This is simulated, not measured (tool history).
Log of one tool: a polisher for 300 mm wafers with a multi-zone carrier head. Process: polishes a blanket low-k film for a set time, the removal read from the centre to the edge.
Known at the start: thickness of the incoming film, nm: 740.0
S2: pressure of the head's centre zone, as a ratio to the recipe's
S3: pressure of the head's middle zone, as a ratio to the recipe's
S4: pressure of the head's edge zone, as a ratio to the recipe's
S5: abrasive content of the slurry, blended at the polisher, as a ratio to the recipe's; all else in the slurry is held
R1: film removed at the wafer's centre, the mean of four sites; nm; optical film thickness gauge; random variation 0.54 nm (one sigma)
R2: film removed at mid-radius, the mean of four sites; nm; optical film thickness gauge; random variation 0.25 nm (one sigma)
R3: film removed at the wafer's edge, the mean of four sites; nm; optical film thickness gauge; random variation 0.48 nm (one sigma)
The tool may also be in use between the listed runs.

run 1 hour=0.0 | flow_of_slurry_(ml/min)=205 S2=1.00 S3=1.00 S4=1.00 S5=1.00 polishing_time_(s)=60 | R1=22.454 R2=22.962 R3=23.021
run 2 hour=6.8 | flow_of_slurry_(ml/min)=205 S2=1.00 S3=1.09 S4=1.00 S5=1.00 polishing_time_(s)=60 | R1=22.517 R2=24.947 R3=23.531
run 3 hour=9.0 | flow_of_slurry_(ml/min)=205 S2=1.00 S3=1.02 S4=1.00 S5=1.00 polishing_time_(s)=60 | R1=22.949 R2=23.541 R3=23.361
run 4 hour=10.7 | flow_of_slurry_(ml/min)=220 S2=1.04 S3=1.06 S4=1.05 S5=1.15 polishing_time_(s)=63 | R1=26.823 R2=26.999 R3=26.397
run 5 hour=18.4 | flow_of_slurry_(ml/min)=255 S2=1.04 S3=1.06 S4=1.05 S5=1.15 polishing_time_(s)=63 | R1=27.576 R2=27.815 R3=27.069
run 6 hour=22.7 | flow_of_slurry_(ml/min)=260 S2=1.05 S3=1.08 S4=1.08 S5=1.25 polishing_time_(s)=67 | R1=30.854 R2=31.421 R3=30.817
-- hour=25.8 slurry nozzle cleaned
run 7 hour=25.8 | flow_of_slurry_(ml/min)=265 S2=1.07 S3=1.10 S4=1.10 S5=1.35 polishing_time_(s)=69 | R1=34.549 R2=35.307 R3=33.005

What does the tool deliver on the next run?
run 8 hour=33.4 | flow_of_slurry_(ml/min)=275 S2=1.07 S3=1.10 S4=1.13 S5=1.40 polishing_time_(s)=70 | R1=? R2=? R3=?

R1: 35.667 nm
R2: 36.673 nm
R3: 34.941 nm
